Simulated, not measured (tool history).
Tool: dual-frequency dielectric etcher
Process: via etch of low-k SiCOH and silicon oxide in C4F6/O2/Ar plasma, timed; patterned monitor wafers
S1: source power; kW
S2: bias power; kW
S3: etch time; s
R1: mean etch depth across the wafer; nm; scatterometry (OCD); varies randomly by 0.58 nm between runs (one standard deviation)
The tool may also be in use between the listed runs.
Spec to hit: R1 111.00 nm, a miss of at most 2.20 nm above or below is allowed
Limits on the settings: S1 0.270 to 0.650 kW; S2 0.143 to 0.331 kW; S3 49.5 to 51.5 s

run	hour	S1	S2	S3	R1
1	0.0	0.460	0.237	49.5	131.04
2	2.7	0.460	0.219	49.5	128.11
3	3.7	0.440	0.217	49.5	126.25
4	5.4	0.440	0.234	49.5	128.52
5	8.6	0.420	0.231	49.5	126.27
6	16.3	0.420	0.195	49.5	118.76
7	18.1	0.420	0.195	49.5	118.54
8	24.9	0.410	0.194	49.5	118.81
9	33.1	0.410	0.194	49.5	119.17
10	35.3	0.400	0.193	49.5	118.17
11	43.9	0.390	0.192	49.5	117.08
12	45.5	0.380	0.191	49.5	115.33

Which of these 5 next moves meets every target?
A	47.1	0.420	0.175	51.5	?
B	47.1	0.410	0.175	51.5	?
C	47.1	0.400	0.157	49.5	?
D	47.1	0.370	0.197	51.5	?
E	47.1	0.430	0.207	49.5	?

move	R1
A	121.19
B	120.33
C	110.97
D	121.32
E	123.82
A: its largest miss is bigger than the last run's
B: its largest miss is bigger than the last run's
C: meets every target
D: its largest miss is bigger than the last run's
E: its largest miss is bigger than the last run's
The move that meets every target is C.
